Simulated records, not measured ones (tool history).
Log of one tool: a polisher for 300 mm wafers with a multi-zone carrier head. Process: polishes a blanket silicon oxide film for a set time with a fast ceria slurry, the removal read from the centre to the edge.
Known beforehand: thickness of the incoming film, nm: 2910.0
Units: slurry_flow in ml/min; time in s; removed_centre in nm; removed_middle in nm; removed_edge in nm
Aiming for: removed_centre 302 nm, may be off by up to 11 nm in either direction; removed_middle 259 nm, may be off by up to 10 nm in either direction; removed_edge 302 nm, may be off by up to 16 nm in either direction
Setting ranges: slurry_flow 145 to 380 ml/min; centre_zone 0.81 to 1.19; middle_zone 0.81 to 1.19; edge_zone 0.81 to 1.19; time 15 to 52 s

run  hour  slurry_flow  centre_zone  middle_zone  edge_zone  time  removed_centre  removed_middle  removed_edge
  1     0          245            1            1          1    33          618.72          603.13        606.37
  2     9          235         0.99         0.98       0.98    31          568.76          565.17        579.53
  3  17.7          235         0.91         0.98       0.98    31          525.43          561.46        585.76
  4  19.1          225         0.91         0.96       0.96    29          482.76          504.39        544.77
  5  24.1          225         0.91         0.92       0.96    29          480.42          494.24        522.12
  6    26          225         0.91         0.92       0.89    29          486.26          493.72        507.72
  7  32.6          215         0.91         0.91       0.88    28          465.86          462.89        493.65
  8  39.3          210         0.91          0.9       0.87    27          454.62          446.58        465.52

Pick the move, out of 4, that brings all results within their allowed miss; only one does.
  A    46          165         1.16         0.87       0.82    39               ?               ?             ?
  B    46          220         0.96         0.83       0.94    17               ?               ?             ?
  C    46          190         0.81         1.02       0.87    41               ?               ?             ?
  D    46          160         0.88         0.81       0.97    20               ?               ?             ?

move  removed_centre  removed_middle  removed_edge
   A          792.19          602.05        658.05
   B          300.72           264.9        316.12
   C          596.93          742.53         721.9
   D          305.36          289.81        363.11
A: further off than the last run
B: every result lands within tolerance
C: further off than the last run
D: better than the last run, though not everything is in spec
Move B is the one to make.
